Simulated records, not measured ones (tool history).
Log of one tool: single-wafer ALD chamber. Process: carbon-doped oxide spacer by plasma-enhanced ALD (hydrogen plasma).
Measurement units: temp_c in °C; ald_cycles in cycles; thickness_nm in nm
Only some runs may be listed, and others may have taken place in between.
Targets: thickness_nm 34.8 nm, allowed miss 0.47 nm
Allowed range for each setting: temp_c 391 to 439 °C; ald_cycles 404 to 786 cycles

run 1 hour=0 | temp_c=415 ald_cycles=595 | thickness_nm=28.158
run 2 hour=9.2 | temp_c=411 ald_cycles=614 | thickness_nm=29.265
run 3 hour=17.5 | temp_c=409 ald_cycles=633 | thickness_nm=30.615
run 4 hour=25.1 | temp_c=417 ald_cycles=633 | thickness_nm=29.715
run 5 hour=32.7 | temp_c=421 ald_cycles=633 | thickness_nm=29.63
run 6 hour=39.4 | temp_c=421 ald_cycles=596 | thickness_nm=27.917
run 7 hour=45.4 | temp_c=418 ald_cycles=621 | thickness_nm=29.082
run 8 hour=51.4 | temp_c=414 ald_cycles=638 | thickness_nm=30.48
run 9 hour=55.9 | temp_c=402 ald_cycles=682 | thickness_nm=33.266
run 10 hour=59.4 | temp_c=401 ald_cycles=687 | thickness_nm=33.905

Next run, 4 choices. One meets every target within its allowed miss, the rest don't. Which?
run A hour=62.9 | temp_c=401 ald_cycles=689 | thickness_nm=?
run B hour=62.9 | temp_c=415 ald_cycles=733 | thickness_nm=?
run C hour=62.9 | temp_c=406 ald_cycles=693 | thickness_nm=?
run D hour=62.9 | temp_c=399 ald_cycles=721 | thickness_nm=?

move=A thickness_nm=33.74
move=B thickness_nm=34.556
move=C thickness_nm=33.484
move=D thickness_nm=35.495
A: lands further from the targets than the last run did
B: every result within its allowed miss
C: lands further from the targets than the last run did
D: takes the result that was furthest off past its target
So the answer is move B, the one that meets all the targets.

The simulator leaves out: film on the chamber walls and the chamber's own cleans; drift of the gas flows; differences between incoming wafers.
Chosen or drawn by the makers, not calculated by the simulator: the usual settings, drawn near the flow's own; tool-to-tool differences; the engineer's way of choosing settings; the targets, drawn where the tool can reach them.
